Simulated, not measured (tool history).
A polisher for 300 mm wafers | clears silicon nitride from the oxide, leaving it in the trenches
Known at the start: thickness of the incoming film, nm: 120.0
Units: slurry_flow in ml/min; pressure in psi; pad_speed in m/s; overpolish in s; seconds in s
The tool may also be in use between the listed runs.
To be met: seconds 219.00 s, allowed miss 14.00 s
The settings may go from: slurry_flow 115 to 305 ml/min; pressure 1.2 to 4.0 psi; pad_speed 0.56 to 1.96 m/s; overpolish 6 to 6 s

run,hour,slurry_flow,pressure,pad_speed,overpolish,seconds
1,0.0,195,2.6,1.26,6,145.01
2,5.0,195,2.6,1.12,6,161.70
3,11.3,195,2.5,1.12,6,173.06
4,19.2,195,3.0,1.12,6,139.67
5,25.4,195,3.0,1.42,6,116.42
6,34.1,195,3.0,1.42,6,117.69
7,39.8,195,2.3,1.30,6,156.00
8,42.0,195,2.1,1.28,6,172.14
9,50.1,195,2.0,1.26,6,180.98
10,56.9,195,1.9,1.26,6,186.30
11,59.2,195,1.4,1.22,6,243.72
# hour 67.2: worn pad replaced by a new one
12,67.2,195,1.7,1.24,6,199.63
13,72.9,195,1.6,1.22,6,207.58

5 next moves are on the table. One of them brings every result within its allowed miss. Which?
A,78.6,150,2.0,1.18,6,?
B,78.6,240,1.5,1.46,6,?
C,78.6,165,1.6,1.42,6,?
D,78.6,200,1.4,1.30,6,?
E,78.6,175,1.4,1.50,6,?

move,seconds
A,185.10
B,180.38
C,185.73
D,214.39
E,194.09
A: further off than the last run
B: further off than the last run
C: further off than the last run
D: meets every target
E: further off than the last run
The right move is D.

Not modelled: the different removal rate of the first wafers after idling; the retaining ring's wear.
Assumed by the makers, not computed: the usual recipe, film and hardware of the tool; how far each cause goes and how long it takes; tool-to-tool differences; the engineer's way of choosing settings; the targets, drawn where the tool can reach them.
